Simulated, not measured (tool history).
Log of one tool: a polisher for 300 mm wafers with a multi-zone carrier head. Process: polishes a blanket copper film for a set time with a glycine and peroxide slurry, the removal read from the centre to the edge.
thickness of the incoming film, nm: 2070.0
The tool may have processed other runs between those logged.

run,hour,flow of slurry (ml/min),pressure of the head's centre zone,pressure of the head's middle zone,pressure of the head's edge zone,polishing time (s),film removed at the wafer's centre (Å),film removed at mid-radius (Å),film removed at the wafer's edge (Å)
1,0,125,1,1,1,79,3389.3,3517.1,3449.6
2,6.2,115,0.99,0.97,1,78,3285.4,3297.1,3330.2
3,7.7,145,0.99,0.97,1,78,3451.5,3524.7,3495.1
4,16.3,145,0.99,0.89,1,78,3434.1,3332.6,3506.3
5,22,130,0.97,0.89,1,78,3305.9,3214.6,3454.7
6,24.2,130,0.97,0.89,1,89,3790.1,3668.7,3968
7,30.2,120,0.94,0.88,0.97,86,3454.5,3550,3632.7
8,34,110,0.93,0.86,0.97,84,3298,3204.2,3494.8
9,37.6,100,0.91,0.86,0.96,84,3123.4,3106.3,3467.5

For run 10, what comes out?
10,45.1,95,0.91,0.86,0.94,84,?,?,?

Run 10 measured film removed at the wafer's centre (Å) 3081.9, film removed at mid-radius (Å) 3034.7, film removed at the wafer's edge (Å) 3380.4.

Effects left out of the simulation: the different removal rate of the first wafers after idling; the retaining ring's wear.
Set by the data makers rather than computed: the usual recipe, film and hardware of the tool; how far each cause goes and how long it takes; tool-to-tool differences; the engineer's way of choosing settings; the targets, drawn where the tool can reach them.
